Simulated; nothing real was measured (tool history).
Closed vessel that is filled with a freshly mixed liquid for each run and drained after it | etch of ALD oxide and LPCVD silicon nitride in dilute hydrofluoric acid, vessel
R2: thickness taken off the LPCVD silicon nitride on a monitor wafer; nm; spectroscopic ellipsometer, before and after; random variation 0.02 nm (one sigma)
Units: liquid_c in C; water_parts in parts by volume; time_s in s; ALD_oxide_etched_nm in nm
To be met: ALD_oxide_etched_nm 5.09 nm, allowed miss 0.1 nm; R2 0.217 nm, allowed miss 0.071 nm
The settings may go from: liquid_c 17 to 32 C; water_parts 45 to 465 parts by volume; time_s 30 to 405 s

{"run": 1, "hour": 0.0, "liquid_c": 24, "water_parts": 255, "time_s": 205, "ALD_oxide_etched_nm": 8.8788, "R2": 0.45118}
{"run": 2, "hour": 8.9, "liquid_c": 27, "water_parts": 255, "time_s": 205, "ALD_oxide_etched_nm": 9.8364, "R2": 0.53243}
{"run": 3, "hour": 12.6, "liquid_c": 25.5, "water_parts": 265, "time_s": 205, "ALD_oxide_etched_nm": 8.8087, "R2": 0.48176}
{"run": 4, "hour": 21.6, "liquid_c": 29, "water_parts": 265, "time_s": 205, "ALD_oxide_etched_nm": 9.952, "R2": 0.65047}
{"run": 5, "hour": 27.6, "liquid_c": 29, "water_parts": 265, "time_s": 250, "ALD_oxide_etched_nm": 12.356, "R2": 0.79906}
{"run": 6, "hour": 31.1, "liquid_c": 27.5, "water_parts": 280, "time_s": 250, "ALD_oxide_etched_nm": 10.868, "R2": 0.61338}
{"run": 7, "hour": 39.8, "liquid_c": 26, "water_parts": 295, "time_s": 250, "ALD_oxide_etched_nm": 9.6922, "R2": 0.42666}
{"hour": 42.8, "done": "thermometer replaced"}
{"run": 8, "hour": 42.8, "liquid_c": 25.5, "water_parts": 310, "time_s": 245, "ALD_oxide_etched_nm": 8.2015, "R2": 0.45616}
{"run": 9, "hour": 50.1, "liquid_c": 21.5, "water_parts": 325, "time_s": 235, "ALD_oxide_etched_nm": 6.6007, "R2": 0.31331}
{"run": 10, "hour": 53.4, "liquid_c": 21, "water_parts": 330, "time_s": 235, "ALD_oxide_etched_nm": 6.293, "R2": 0.32753}
{"run": 11, "hour": 56.6, "liquid_c": 20.5, "water_parts": 330, "time_s": 235, "ALD_oxide_etched_nm": 6.2099, "R2": 0.29001}
{"run": 12, "hour": 64.8, "liquid_c": 17, "water_parts": 355, "time_s": 235, "ALD_oxide_etched_nm": 4.9454, "R2": 0.24319}

4 next moves are on the table. One of them brings every result within its allowed miss. Which?
{"run": "A", "hour": 73.0, "liquid_c": 17, "water_parts": 265, "time_s": 155, "ALD_oxide_etched_nm": "?", "R2": "?"}
{"run": "B", "hour": 73.0, "liquid_c": 17, "water_parts": 310, "time_s": 205, "ALD_oxide_etched_nm": "?", "R2": "?"}
{"run": "C", "hour": 73.0, "liquid_c": 17, "water_parts": 280, "time_s": 170, "ALD_oxide_etched_nm": "?", "R2": "?"}
{"run": "D", "hour": 73.0, "liquid_c": 19.5, "water_parts": 425, "time_s": 265, "ALD_oxide_etched_nm": "?", "R2": "?"}

move=A ALD_oxide_etched_nm=4.7227 R2=0.17106
move=B ALD_oxide_etched_nm=5.1405 R2=0.19491
move=C ALD_oxide_etched_nm=4.8398 R2=0.17804
move=D ALD_oxide_etched_nm=4.8297 R2=0.21859
A: further off than the last run
B: meets every target
C: further off than the last run
D: further off than the last run
The right move is B.
